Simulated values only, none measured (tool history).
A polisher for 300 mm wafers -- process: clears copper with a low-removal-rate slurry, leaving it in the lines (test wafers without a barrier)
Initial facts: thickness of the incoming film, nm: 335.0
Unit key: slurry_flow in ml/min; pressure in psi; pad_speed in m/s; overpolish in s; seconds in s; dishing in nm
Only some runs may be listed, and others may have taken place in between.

run,day,slurry_flow,pressure,pad_speed,slurry_solids,overpolish,seconds,dishing
1,0.000,205,2.3,1.08,1.00,29,167.67,34.016
2,0.267,210,2.2,1.14,1.00,26,164.73,31.597
3,0.604,210,1.9,1.14,1.00,26,181.55,29.896
4,0.762,210,1.9,1.38,1.00,26,155.20,33.907
5,1.025,185,1.9,1.38,1.00,26,156.67,33.708
6,1.212,205,2.0,1.30,1.05,24,154.82,31.303
7,1.429,220,2.0,1.26,1.10,22,156.38,29.786
8,1.792,235,2.1,1.20,1.15,20,156.03,27.688
9,2.025,245,2.2,1.14,1.20,18,155.04,26.319
10,2.058,255,2.3,1.10,1.25,17,152.90,25.239
11,2.171,265,2.4,1.06,1.30,16,151.98,24.403
12,2.221,270,2.5,1.02,1.35,15,150.84,23.182
13,2.375,315,3.1,0.72,1.50,9,172.29,13.856
14,2.458,310,3.2,0.74,1.50,9,165.57,14.560
15,2.567,310,3.3,0.76,1.50,9,155.00,14.961

Run 16, settings as shown, results not yet in. Your forecast:
# day 2.804: worn pad replaced by a new one
16,2.804,310,3.3,0.78,1.50,9,?,?

seconds: 137.32 s
dishing: 16.654 nm
